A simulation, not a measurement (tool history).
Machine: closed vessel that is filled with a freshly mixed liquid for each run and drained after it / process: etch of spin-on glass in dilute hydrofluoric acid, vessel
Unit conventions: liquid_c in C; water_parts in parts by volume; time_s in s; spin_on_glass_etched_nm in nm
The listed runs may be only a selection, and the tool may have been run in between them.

run 1 hour=0 | liquid_c=26 water_parts=70 time_s=85 | spin_on_glass_etched_nm=52.138
run 2 hour=8.8 | liquid_c=24 water_parts=70 time_s=85 | spin_on_glass_etched_nm=48.341
run 3 hour=16.9 | liquid_c=23 water_parts=70 time_s=85 | spin_on_glass_etched_nm=46.536
run 4 hour=22.5 | liquid_c=21 water_parts=70 time_s=85 | spin_on_glass_etched_nm=42.64
run 5 hour=27 | liquid_c=23.5 water_parts=70 time_s=85 | spin_on_glass_etched_nm=47.37
run 6 hour=29.6 | liquid_c=25 water_parts=70 time_s=85 | spin_on_glass_etched_nm=50.215
run 7 hour=38.2 | liquid_c=26.5 water_parts=70 time_s=85 | spin_on_glass_etched_nm=53.325

Run 8 is up next; what results do you expect?
run 8 hour=46.6 | liquid_c=26.5 water_parts=70 time_s=85 | spin_on_glass_etched_nm=?

For run 8 the tool returned spin_on_glass_etched_nm 53.503 nm.
